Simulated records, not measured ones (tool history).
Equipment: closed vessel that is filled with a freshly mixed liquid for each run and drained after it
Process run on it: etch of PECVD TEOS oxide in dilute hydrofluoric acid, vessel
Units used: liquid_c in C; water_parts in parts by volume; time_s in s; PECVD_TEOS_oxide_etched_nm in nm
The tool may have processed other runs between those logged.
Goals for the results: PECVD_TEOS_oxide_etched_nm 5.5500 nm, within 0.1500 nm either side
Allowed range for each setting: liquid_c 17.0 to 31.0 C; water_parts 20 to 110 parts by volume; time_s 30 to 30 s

run,hour,liquid_c,water_parts,time_s,PECVD_TEOS_oxide_etched_nm
1,0.0,23.0,60,30,6.8456
2,3.8,22.5,60,30,6.6278
3,9.0,22.0,60,30,6.5811
4,15.3,21.5,60,30,6.3843
5,19.3,21.0,60,30,6.2819
6,23.9,21.0,60,30,6.2720
7,32.6,20.5,60,30,6.1203
# hour 39.2: hydrofluoric acid flow meter replaced
8,39.2,20.5,60,30,5.8032

Of the 4 settings listed for the next run, only one would bring every result within its allowed miss of target. Which one?
A,45.8,21.5,65,30,?
B,45.8,19.5,55,30,?
C,45.8,21.0,60,30,?
D,45.8,19.0,55,30,?

move,PECVD_TEOS_oxide_etched_nm
A,5.5232
B,6.0739
C,5.8959
D,5.9460
A: all results in spec
B: lands further from the targets than the last run did
C: lands further from the targets than the last run did
D: lands further from the targets than the last run did
So the answer is move A, the one that meets all the targets.

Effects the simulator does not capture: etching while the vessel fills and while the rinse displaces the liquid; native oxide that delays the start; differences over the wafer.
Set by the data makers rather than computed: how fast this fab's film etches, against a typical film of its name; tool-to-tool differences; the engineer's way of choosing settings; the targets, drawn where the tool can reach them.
